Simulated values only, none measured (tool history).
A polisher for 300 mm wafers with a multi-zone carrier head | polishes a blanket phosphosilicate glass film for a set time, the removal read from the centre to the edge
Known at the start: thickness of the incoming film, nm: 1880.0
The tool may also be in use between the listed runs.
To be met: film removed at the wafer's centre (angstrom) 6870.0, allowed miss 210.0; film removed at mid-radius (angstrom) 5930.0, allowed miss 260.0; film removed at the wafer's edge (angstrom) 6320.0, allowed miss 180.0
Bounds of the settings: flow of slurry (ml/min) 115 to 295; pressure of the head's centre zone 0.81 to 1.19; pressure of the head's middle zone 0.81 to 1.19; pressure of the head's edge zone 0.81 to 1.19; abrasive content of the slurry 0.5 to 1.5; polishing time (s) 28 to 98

run	hour	flow of slurry (ml/min)	pressure of the head's centre zone	pressure of the head's middle zone	pressure of the head's edge zone	abrasive content of the slurry	polishing time (s)	film removed at the wafer's centre (angstrom)	film removed at mid-radius (angstrom)	film removed at the wafer's edge (angstrom)
1	0.0	190	1.00	1.00	1.00	1.0	63	5688.4	5491.7	5632.4
2	4.2	190	1.00	1.00	1.00	1.0	73	6519.3	6445.8	6628.9
3	9.1	190	1.01	0.99	0.99	1.0	73	6550.8	6283.2	6543.1
4	18.1	190	1.02	0.99	0.99	1.0	73	6675.0	6275.5	6605.9
5	22.8	190	1.02	0.99	1.06	1.0	73	6526.0	6467.5	6779.2
6	30.5	190	1.02	0.99	1.06	0.8	73	5961.0	5617.3	6170.7
7	39.0	195	1.03	0.99	1.06	0.8	73	6192.2	5797.4	6175.5
8	40.9	200	1.03	0.99	1.06	0.8	73	6230.5	5869.9	6233.0
9	41.5	205	1.03	0.99	1.06	0.8	73	6178.0	5829.1	6285.5
10	42.3	210	1.04	0.99	1.06	0.8	73	6283.0	5904.9	6261.5
11	51.1	215	1.05	0.99	1.06	0.8	73	6304.1	5771.8	6173.5
12	55.4	215	1.06	0.99	1.06	0.8	73	6287.2	5950.0	6302.5
13	57.4	215	1.07	0.98	1.05	0.8	73	6530.5	5751.4	6243.0

4 next moves are on the table. One of them brings every result within its allowed miss. Which?
A	59.4	225	1.01	1.05	1.08	0.8	77	?	?	?
B	59.4	210	1.09	0.93	1.07	0.6	88	?	?	?
C	59.4	205	1.00	1.09	0.99	0.8	76	?	?	?
D	59.4	295	1.08	0.95	1.01	1.1	64	?	?	?

move	film removed at the wafer's centre (angstrom)	film removed at mid-radius (angstrom)	film removed at the wafer's edge (angstrom)
A	6472.7	6570.7	6653.8
B	6881.3	5890.2	6605.6
C	6238.5	6607.7	6227.1
D	6757.7	5910.3	6261.5
A: further off than the last run
B: brings the result that was furthest off to its target, and leaves another outside
C: further off than the last run
D: meets every target
Move D is the one to make.
